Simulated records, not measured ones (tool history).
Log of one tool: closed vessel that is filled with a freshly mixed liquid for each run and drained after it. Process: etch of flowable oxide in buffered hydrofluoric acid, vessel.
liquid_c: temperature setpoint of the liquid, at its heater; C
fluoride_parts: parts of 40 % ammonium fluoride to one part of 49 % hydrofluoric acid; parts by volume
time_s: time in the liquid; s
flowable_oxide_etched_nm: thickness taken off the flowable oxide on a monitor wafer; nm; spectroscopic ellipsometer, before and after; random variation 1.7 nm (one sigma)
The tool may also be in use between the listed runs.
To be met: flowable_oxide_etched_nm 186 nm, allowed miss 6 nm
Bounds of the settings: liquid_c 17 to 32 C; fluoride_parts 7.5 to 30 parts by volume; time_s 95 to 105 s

run 1 hour=0 | liquid_c=24 fluoride_parts=22 time_s=95 | flowable_oxide_etched_nm=125.34
run 2 hour=1.7 | liquid_c=24 fluoride_parts=22 time_s=105 | flowable_oxide_etched_nm=135.91
run 3 hour=3 | liquid_c=25.5 fluoride_parts=22 time_s=105 | flowable_oxide_etched_nm=146.02
run 4 hour=9.8 | liquid_c=27 fluoride_parts=22 time_s=105 | flowable_oxide_etched_nm=160.79
run 5 hour=18.4 | liquid_c=27 fluoride_parts=22 time_s=95 | flowable_oxide_etched_nm=146.4
run 6 hour=23.2 | liquid_c=25 fluoride_parts=22 time_s=95 | flowable_oxide_etched_nm=130.58
run 7 hour=24.3 | liquid_c=26.5 fluoride_parts=22 time_s=95 | flowable_oxide_etched_nm=141.4
run 8 hour=33 | liquid_c=26.5 fluoride_parts=22 time_s=95 | flowable_oxide_etched_nm=142.24
run 9 hour=34.8 | liquid_c=27.5 fluoride_parts=22 time_s=95 | flowable_oxide_etched_nm=147.59
run 10 hour=36.3 | liquid_c=28.5 fluoride_parts=22 time_s=95 | flowable_oxide_etched_nm=156.9
run 11 hour=40 | liquid_c=29 fluoride_parts=22 time_s=95 | flowable_oxide_etched_nm=163.69

Which of these 5 next moves meets every target?
run A hour=43.7 | liquid_c=25 fluoride_parts=20.5 time_s=100 | flowable_oxide_etched_nm=?
run B hour=43.7 | liquid_c=27.5 fluoride_parts=25 time_s=95 | flowable_oxide_etched_nm=?
run C hour=43.7 | liquid_c=27 fluoride_parts=19.5 time_s=100 | flowable_oxide_etched_nm=?
run D hour=43.7 | liquid_c=29 fluoride_parts=17.5 time_s=95 | flowable_oxide_etched_nm=?
run E hour=43.7 | liquid_c=30 fluoride_parts=20.5 time_s=100 | flowable_oxide_etched_nm=?

move=A flowable_oxide_etched_nm=143.67
move=B flowable_oxide_etched_nm=136.34
move=C flowable_oxide_etched_nm=166.93
move=D flowable_oxide_etched_nm=196.26
move=E flowable_oxide_etched_nm=187.82
A: further off than the last run
B: further off than the last run
C: nearer than the last run, and not there yet
D: takes the result that was furthest off past its target
E: meets every target
Answer: E
